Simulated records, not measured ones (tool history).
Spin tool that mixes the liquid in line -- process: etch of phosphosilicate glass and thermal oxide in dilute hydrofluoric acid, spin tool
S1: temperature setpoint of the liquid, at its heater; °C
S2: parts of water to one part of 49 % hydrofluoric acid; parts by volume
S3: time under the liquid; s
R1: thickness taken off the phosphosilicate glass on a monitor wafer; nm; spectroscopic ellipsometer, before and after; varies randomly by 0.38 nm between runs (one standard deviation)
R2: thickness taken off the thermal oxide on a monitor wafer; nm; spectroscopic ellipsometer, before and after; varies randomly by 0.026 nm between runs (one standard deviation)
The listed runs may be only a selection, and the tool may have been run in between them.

run    day    S1   S2   S3      R1      R2
  1      0    25  125  115   53.02  3.7852
  2  0.083  23.5  125  115   49.86  3.5041
  3  0.404  23.5  110  115  57.942  4.0905
  4  0.775  23.5  110   75  37.155  2.6767
  5  0.946    24  110   75  37.465  2.7386
     1.242  -- hydrofluoric acid flow meter replaced
  6  1.242  26.5  110   75   44.15  3.2071
  7  1.342    26  110   75  44.421  3.1546

Predict the results of run 8:
  8  1.608  26  110  75   ?   ?

{"run 8": {"R1": 43.507, "R2": 3.1532}}

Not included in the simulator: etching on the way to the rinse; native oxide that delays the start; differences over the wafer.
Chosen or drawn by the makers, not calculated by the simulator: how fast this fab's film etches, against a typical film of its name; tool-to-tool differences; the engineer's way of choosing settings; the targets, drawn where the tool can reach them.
